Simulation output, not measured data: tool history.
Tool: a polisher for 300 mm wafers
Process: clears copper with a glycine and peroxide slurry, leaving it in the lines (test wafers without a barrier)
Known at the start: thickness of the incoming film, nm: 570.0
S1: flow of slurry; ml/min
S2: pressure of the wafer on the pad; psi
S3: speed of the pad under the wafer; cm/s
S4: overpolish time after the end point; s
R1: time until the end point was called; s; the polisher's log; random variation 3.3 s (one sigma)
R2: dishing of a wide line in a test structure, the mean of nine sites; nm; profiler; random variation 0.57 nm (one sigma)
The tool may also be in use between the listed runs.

run,day,S1,S2,S3,S4,R1,R2
1,0,310,3.4,106,29,103.04,71.087
2,0.167,280,3.4,106,29,104.2,71.41
3,0.367,280,3.4,132,29,90.641,77.393
4,0.717,330,3.4,132,29,87.6,75.804
5,0.958,370,3.4,132,29,86.961,75.938
6,1.012,380,3.1,122,26,100.02,69.55
7,1.075,395,2.9,112,24,113.22,63.457
8,1.204,475,1.9,82,10,197.33,22.657

The next listed run, before its measurement:
9,1.446,385,1.5,78,24,?,?

R1: 233.73 s
R2: 39.419 nm
